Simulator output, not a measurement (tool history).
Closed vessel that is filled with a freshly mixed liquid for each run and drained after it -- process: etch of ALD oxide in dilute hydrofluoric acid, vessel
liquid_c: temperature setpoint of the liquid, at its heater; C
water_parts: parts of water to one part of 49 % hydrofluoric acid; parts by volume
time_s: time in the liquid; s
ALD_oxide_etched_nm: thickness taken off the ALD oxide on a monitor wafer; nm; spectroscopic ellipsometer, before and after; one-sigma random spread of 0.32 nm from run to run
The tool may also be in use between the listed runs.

run 1 hour=0 | liquid_c=21 water_parts=255 time_s=120 | ALD_oxide_etched_nm=11.692
run 2 hour=2.1 | liquid_c=21 water_parts=255 time_s=125 | ALD_oxide_etched_nm=12.142
run 3 hour=7.8 | liquid_c=21 water_parts=335 time_s=125 | ALD_oxide_etched_nm=8.6095
run 4 hour=10.7 | liquid_c=23.5 water_parts=250 time_s=125 | ALD_oxide_etched_nm=13.637
run 5 hour=16.3 | liquid_c=25 water_parts=190 time_s=125 | ALD_oxide_etched_nm=19.947
run 6 hour=24 | liquid_c=26 water_parts=150 time_s=125 | ALD_oxide_etched_nm=27.482
run 7 hour=28 | liquid_c=27 water_parts=125 time_s=125 | ALD_oxide_etched_nm=35.293
run 8 hour=35.5 | liquid_c=27.5 water_parts=115 time_s=125 | ALD_oxide_etched_nm=40.007
run 9 hour=42.2 | liquid_c=28 water_parts=110 time_s=125 | ALD_oxide_etched_nm=42.742

What will run 10 give?
run 10 hour=42.8 | liquid_c=28.5 water_parts=105 time_s=125 | ALD_oxide_etched_nm=?

ALD_oxide_etched_nm: 46.38 nm

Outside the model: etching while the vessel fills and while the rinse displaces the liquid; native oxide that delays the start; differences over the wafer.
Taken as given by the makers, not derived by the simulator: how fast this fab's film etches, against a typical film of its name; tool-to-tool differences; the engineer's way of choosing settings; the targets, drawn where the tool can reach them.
